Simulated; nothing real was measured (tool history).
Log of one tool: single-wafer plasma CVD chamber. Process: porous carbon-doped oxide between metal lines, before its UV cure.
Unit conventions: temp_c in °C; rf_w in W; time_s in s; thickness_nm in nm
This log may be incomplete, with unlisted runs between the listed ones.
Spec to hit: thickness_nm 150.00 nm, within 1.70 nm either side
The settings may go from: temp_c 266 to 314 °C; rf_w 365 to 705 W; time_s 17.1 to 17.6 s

{"run": 1, "hour": 0.0, "temp_c": 290, "rf_w": 535, "time_s": 17.1, "thickness_nm": 118.79}
{"run": 2, "hour": 5.9, "temp_c": 290, "rf_w": 570, "time_s": 17.1, "thickness_nm": 124.02}
{"run": 3, "hour": 13.0, "temp_c": 290, "rf_w": 530, "time_s": 17.1, "thickness_nm": 117.23}
{"run": 4, "hour": 18.5, "temp_c": 294, "rf_w": 530, "time_s": 17.1, "thickness_nm": 114.72}
{"run": 5, "hour": 26.0, "temp_c": 294, "rf_w": 600, "time_s": 17.1, "thickness_nm": 124.51}
{"run": 6, "hour": 30.6, "temp_c": 290, "rf_w": 600, "time_s": 17.1, "thickness_nm": 127.95}
{"run": 7, "hour": 37.1, "temp_c": 287, "rf_w": 600, "time_s": 17.1, "thickness_nm": 130.96}
{"run": 8, "hour": 42.0, "temp_c": 284, "rf_w": 600, "time_s": 17.1, "thickness_nm": 133.55}
{"run": 9, "hour": 49.4, "temp_c": 284, "rf_w": 600, "time_s": 17.1, "thickness_nm": 134.04}
{"run": 10, "hour": 53.3, "temp_c": 282, "rf_w": 600, "time_s": 17.1, "thickness_nm": 135.34}

Below are 5 possible settings for the next run. Only one of them brings all results inside the allowed miss of their targets. Which is it?
{"run": "A", "hour": 57.2, "temp_c": 277, "rf_w": 610, "time_s": 17.4, "thickness_nm": "?"}
{"run": "B", "hour": 57.2, "temp_c": 285, "rf_w": 530, "time_s": 17.3, "thickness_nm": "?"}
{"run": "C", "hour": 57.2, "temp_c": 278, "rf_w": 645, "time_s": 17.5, "thickness_nm": "?"}
{"run": "D", "hour": 57.2, "temp_c": 277, "rf_w": 590, "time_s": 17.4, "thickness_nm": "?"}
{"run": "E", "hour": 57.2, "temp_c": 291, "rf_w": 705, "time_s": 17.1, "thickness_nm": "?"}

move=A thickness_nm=144.86
move=B thickness_nm=123.98
move=C thickness_nm=149.87
move=D thickness_nm=141.78
move=E thickness_nm=141.13
A: nearer the targets than the last run, but a result is still out of spec
B: misses by more than the last run did
C: meets every target
D: nearer the targets than the last run, but a result is still out of spec
E: nearer the targets than the last run, but a result is still out of spec
Move C is the one to make.
